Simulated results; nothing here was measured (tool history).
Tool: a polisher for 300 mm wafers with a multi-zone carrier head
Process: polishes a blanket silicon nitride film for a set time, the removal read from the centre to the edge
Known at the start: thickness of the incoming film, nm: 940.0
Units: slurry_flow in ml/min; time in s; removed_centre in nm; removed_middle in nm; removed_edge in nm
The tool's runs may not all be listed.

run  hour  slurry_flow  centre_zone  middle_zone  edge_zone  time  removed_centre  removed_middle  removed_edge
  1   0.0          190         1.00         1.00       1.00    59          52.000          54.675        55.857
  2   6.0          190         1.00         0.94       1.00    59          53.379          50.737        54.190
  3  14.6          230         1.00         0.94       1.00    59          54.110          52.839        56.562
  4  23.0          230         1.00         0.94       1.03    59          53.948          51.711        57.844
  5  28.0          235         1.01         0.95       1.05    60          55.440          54.560        57.542
     35.8  -- slurry nozzle cleaned
  6  35.8          275         1.01         0.95       1.05    60          58.654          56.269        61.981

Forecast run 7:
  7  39.8          275         1.00         0.94       1.06    62               ?               ?             ?

{"run 7": {"removed_centre": 61.169, "removed_middle": 58.973, "removed_edge": 65.354}}

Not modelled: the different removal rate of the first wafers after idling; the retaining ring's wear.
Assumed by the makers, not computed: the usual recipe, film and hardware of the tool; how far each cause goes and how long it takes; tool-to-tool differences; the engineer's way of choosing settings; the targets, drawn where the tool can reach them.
